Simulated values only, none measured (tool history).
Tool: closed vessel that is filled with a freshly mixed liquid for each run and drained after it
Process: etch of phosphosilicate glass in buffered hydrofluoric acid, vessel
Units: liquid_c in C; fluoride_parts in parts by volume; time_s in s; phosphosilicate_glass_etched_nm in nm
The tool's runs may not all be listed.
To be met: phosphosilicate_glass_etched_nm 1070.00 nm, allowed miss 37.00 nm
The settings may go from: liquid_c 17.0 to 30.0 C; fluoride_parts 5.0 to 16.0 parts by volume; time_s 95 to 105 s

run	hour	liquid_c	fluoride_parts	time_s	phosphosilicate_glass_etched_nm
1	0.0	22.0	9.5	95	729.02
2	1.8	24.0	9.5	95	787.34
3	6.4	25.5	9.5	95	873.32
4	8.6	26.5	9.5	95	928.11
5	15.9	27.0	9.5	95	936.57
6	21.6	27.5	9.5	95	975.73
7	28.4	28.0	9.5	95	984.89
8	31.8	28.5	9.5	95	1021.20
9	38.2	28.5	9.5	95	1003.50

Which of these 4 next moves meets every target?
A	44.6	29.5	9.0	100	?
B	44.6	30.0	10.0	105	?
C	44.6	29.0	8.5	95	?
D	44.6	30.0	11.0	105	?

move	phosphosilicate_glass_etched_nm
A	1175.40
B	1185.90
C	1157.10
D	1080.90
A: takes the result that was furthest off past its target
B: takes the result that was furthest off past its target
C: takes the result that was furthest off past its target
D: meets every target
Answer: D
